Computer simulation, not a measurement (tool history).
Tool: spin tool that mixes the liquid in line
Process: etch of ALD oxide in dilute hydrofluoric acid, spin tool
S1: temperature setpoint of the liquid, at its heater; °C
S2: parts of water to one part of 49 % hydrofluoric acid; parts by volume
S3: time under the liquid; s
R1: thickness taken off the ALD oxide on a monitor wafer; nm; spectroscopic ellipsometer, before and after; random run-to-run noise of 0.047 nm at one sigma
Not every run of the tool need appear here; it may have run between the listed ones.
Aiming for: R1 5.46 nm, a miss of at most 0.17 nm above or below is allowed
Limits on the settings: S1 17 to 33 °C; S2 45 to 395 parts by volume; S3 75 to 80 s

Run 1, hour 0: S1 25 °C, S2 220 parts by volume, S3 75 s. Result: R1 7.1973 nm.
Run 2, hour 2.2: S1 24 °C, S2 220 parts by volume, S3 75 s. Result: R1 6.9823 nm.
Run 3, hour 6.4: S1 24 °C, S2 220 parts by volume, S3 80 s. Result: R1 7.3193 nm.
Run 4, hour 8.1: S1 24 °C, S2 220 parts by volume, S3 80 s. Result: R1 7.4049 nm.
Run 5, hour 8.9: S1 23 °C, S2 220 parts by volume, S3 80 s. Result: R1 7.0731 nm.
At hour 17.8: thermometer replaced.
Run 6, hour 17.8: S1 23 °C, S2 245 parts by volume, S3 80 s. Result: R1 6.484 nm.
Run 7, hour 22.6: S1 22.5 °C, S2 245 parts by volume, S3 80 s. Result: R1 6.3237 nm.
Run 8, hour 27.9: S1 22 °C, S2 245 parts by volume, S3 80 s. Result: R1 6.211 nm.
Run 9, hour 32.1: S1 21.5 °C, S2 245 parts by volume, S3 80 s. Result: R1 6.054 nm.
Run 10, hour 32.9: S1 21 °C, S2 245 parts by volume, S3 80 s. Result: R1 6.004 nm.
Run 11, hour 36.4: S1 20.5 °C, S2 245 parts by volume, S3 80 s. Result: R1 5.8073 nm.
Run 12, hour 40.5: S1 20.5 °C, S2 245 parts by volume, S3 80 s. Result: R1 5.9486 nm.

Which one of the following 5 next-run settings gets every result inside its allowed miss? There is exactly one.
Run A, hour 44.6: S1 20 °C, S2 245 parts by volume, S3 80 s. Result: R1 ?.
Run B, hour 44.6: S1 25.5 °C, S2 255 parts by volume, S3 80 s. Result: R1 ?.
Run C, hour 44.6: S1 17.5 °C, S2 220 parts by volume, S3 80 s. Result: R1 ?.
Run D, hour 44.6: S1 20 °C, S2 245 parts by volume, S3 75 s. Result: R1 ?.
Run E, hour 44.6: S1 23 °C, S2 255 parts by volume, S3 75 s. Result: R1 ?.

move      R1
   A  5.8006
   B  6.7388
   C  6.0049
   D  5.4381
   E  5.7799
A: an improvement on the last run, though not all results are within tolerance
B: the biggest miss grows against the last run
C: the biggest miss grows against the last run
D: all results in spec
E: an improvement on the last run, though not all results are within tolerance
D is the move that brings every result within its allowed miss.

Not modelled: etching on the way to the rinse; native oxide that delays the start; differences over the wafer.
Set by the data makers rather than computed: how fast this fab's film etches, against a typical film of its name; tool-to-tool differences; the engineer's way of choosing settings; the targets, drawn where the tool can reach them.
